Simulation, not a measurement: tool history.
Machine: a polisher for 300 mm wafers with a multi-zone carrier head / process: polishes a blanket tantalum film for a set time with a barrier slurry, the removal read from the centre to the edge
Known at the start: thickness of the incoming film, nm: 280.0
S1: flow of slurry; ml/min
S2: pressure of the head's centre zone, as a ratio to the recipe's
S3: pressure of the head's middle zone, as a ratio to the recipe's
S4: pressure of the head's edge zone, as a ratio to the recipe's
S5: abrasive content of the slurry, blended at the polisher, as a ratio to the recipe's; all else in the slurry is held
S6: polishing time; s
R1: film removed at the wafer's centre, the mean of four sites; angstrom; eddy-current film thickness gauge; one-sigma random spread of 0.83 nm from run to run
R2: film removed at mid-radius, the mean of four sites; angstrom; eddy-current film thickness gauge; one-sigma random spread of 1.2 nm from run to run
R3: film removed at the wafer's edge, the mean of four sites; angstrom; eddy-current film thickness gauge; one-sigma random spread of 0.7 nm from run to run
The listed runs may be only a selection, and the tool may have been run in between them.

run 1 hour=0 | S1=315 S2=1 S3=1 S4=1 S5=1 S6=34 | R1=627.48 R2=647.1 R3=632.26
run 2 hour=0.7 | S1=315 S2=1 S3=1 S4=0.92 S5=1 S6=34 | R1=624.66 R2=637.65 R3=608.34
run 3 hour=5.9 | S1=275 S2=1 S3=1 S4=0.92 S5=1 S6=34 | R1=616.42 R2=609.54 R3=602.62
run 4 hour=14 | S1=295 S2=0.99 S3=1.04 S4=0.97 S5=1.15 S6=36 | R1=684.37 R2=718.51 R3=689.05
run 5 hour=22.8 | S1=320 S2=0.99 S3=1.08 S4=1.01 S5=1.25 S6=37 | R1=729.63 R2=788.56 R3=752.48
run 6 hour=28.6 | S1=375 S2=0.99 S3=1.08 S4=1.01 S5=1.25 S6=37 | R1=738.95 R2=805.74 R3=752.67

The next listed run, before its measurement:
run 7 hour=37.3 | S1=395 S2=0.97 S3=1.11 S4=1.02 S5=1.3 S6=39 | R1=? R2=? R3=?

Run 7 gave R1 787.07 angstrom, R2 882.3 angstrom, R3 816.87 angstrom.
